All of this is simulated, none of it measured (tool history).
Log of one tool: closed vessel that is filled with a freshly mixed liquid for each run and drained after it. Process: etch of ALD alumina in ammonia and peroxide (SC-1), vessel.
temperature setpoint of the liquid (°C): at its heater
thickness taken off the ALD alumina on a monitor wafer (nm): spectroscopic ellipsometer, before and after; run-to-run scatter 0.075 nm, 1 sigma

run	day	temperature setpoint of the liquid (°C)	parts of 29 % ammonia solution to one part of 30 % peroxide (parts by volume)	time in the liquid (s)	thickness taken off the ALD alumina on a monitor wafer (nm)
1	0	60	0.8	90	14.657
2	0.133	58.5	0.8	90	13.551
3	0.371	57.5	0.8	90	12.94
4	0.754	56.5	0.8	90	12.32
5	0.796	56.5	0.7	90	12.068
# day 0.85: new drum of ammonia solution connected
6	0.85	56.5	0.55	90	11.856
7	1.092	56	0.55	90	11.696

What does the tool deliver on the next run?
8	1.262	55.5	0.55	90	?

thickness taken off the ALD alumina on a monitor wafer (nm): 11.201
